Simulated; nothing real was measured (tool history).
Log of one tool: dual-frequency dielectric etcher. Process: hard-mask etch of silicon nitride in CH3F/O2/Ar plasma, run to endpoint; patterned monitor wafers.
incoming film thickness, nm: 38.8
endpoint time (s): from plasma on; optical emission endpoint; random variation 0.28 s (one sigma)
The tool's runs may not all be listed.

| run | hour | source power (W) | bias power (W) | endpoint time (s) |
|---|---|---|---|---|
| 1 | 0 | 450 | 69 | 53.047 |
| 2 | 1.8 | 410 | 69 | 54.986 |
| 3 | 4.6 | 410 | 63 | 56.539 |
| 4 | 7.7 | 440 | 63 | 55.147 |
| 5 | 16 | 430 | 63 | 55.416 |
| 6 | 23 | 420 | 63 | 56.042 |
| 7 | 24.4 | 410 | 63 | 56.921 |

Run 8 comes next. What will it give?
| 8 | 26.4 | 380 | 63 | ? |

{"run 8": {"endpoint time (s)": 58.94}}
